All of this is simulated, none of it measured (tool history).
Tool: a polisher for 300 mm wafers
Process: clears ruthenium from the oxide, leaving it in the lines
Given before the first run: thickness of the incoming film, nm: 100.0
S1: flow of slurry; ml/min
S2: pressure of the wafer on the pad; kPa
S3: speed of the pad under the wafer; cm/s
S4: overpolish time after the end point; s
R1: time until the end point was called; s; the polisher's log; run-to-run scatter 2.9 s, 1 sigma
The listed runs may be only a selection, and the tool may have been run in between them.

run 1 hour=0 | S1=130 S2=17.2 S3=100 S4=19 | R1=78.415
run 2 hour=0.7 | S1=130 S2=15.2 S3=98 S4=19 | R1=85.47
run 3 hour=4.4 | S1=130 S2=13.8 S3=92 S4=19 | R1=94.541
run 4 hour=13.3 | S1=130 S2=12.4 S3=86 S4=19 | R1=104.31
run 5 hour=21.4 | S1=130 S2=11 S3=82 S4=19 | R1=119.53
run 6 hour=22.8 | S1=130 S2=11 S3=104 S4=19 | R1=97.131
run 7 hour=25.1 | S1=130 S2=10.3 S3=98 S4=19 | R1=105.91
run 8 hour=33.8 | S1=130 S2=9.7 S3=92 S4=19 | R1=118.49
run 9 hour=37.8 | S1=130 S2=9.7 S3=92 S4=19 | R1=111.66

What does the tool deliver on the next run?
run 10 hour=43.2 | S1=130 S2=9 S3=88 S4=19 | R1=?

Run 10 came out at R1 122.96 s.
